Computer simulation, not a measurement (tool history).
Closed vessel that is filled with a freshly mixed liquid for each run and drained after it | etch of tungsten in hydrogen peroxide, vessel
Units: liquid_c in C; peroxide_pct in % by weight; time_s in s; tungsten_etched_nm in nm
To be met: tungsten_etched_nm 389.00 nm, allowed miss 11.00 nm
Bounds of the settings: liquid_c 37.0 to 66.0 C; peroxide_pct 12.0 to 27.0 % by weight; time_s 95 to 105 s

| run | hour | liquid_c | peroxide_pct | time_s | tungsten_etched_nm |
|---|---|---|---|---|---|
| 1 | 0.0 | 53.0 | 18.0 | 95 | 321.86 |
| 2 | 6.0 | 53.0 | 16.5 | 95 | 310.31 |
| 3 | 10.4 | 53.5 | 16.5 | 95 | 317.32 |
| 4 | 15.5 | 53.5 | 16.5 | 95 | 316.52 |
| 5 | 17.4 | 50.0 | 16.5 | 95 | 257.47 |
| 6 | 24.1 | 44.5 | 16.5 | 95 | 180.27 |
| 7 | 27.5 | 46.0 | 16.5 | 95 | 200.51 |
| 8 | 30.5 | 47.5 | 16.5 | 95 | 219.23 |
| 9 | 35.3 | 49.0 | 16.5 | 95 | 240.87 |
| 10 | 40.8 | 50.0 | 16.5 | 95 | 257.60 |
| 11 | 49.7 | 51.0 | 16.5 | 95 | 269.84 |
| 12 | 58.1 | 52.0 | 16.5 | 95 | 287.65 |
| 13 | 60.2 | 52.5 | 16.5 | 95 | 298.67 |

5 next moves are on the table. One of them brings every result within its allowed miss. Which?
| A | 62.3 | 49.0 | 18.0 | 95 | ? |
| B | 62.3 | 48.0 | 18.0 | 100 | ? |
| C | 62.3 | 57.0 | 15.5 | 105 | ? |
| D | 62.3 | 57.5 | 15.5 | 95 | ? |
| E | 62.3 | 53.5 | 18.5 | 105 | ? |

| move | tungsten_etched_nm |
|---|---|
| A | 252.66 |
| B | 250.04 |
| C | 418.81 |
| D | 390.17 |
| E | 371.95 |
A: further off than the last run
B: further off than the last run
C: takes the result that was furthest off past its target
D: meets every target
E: nearer than the last run, and not there yet
Move D is the one to make.
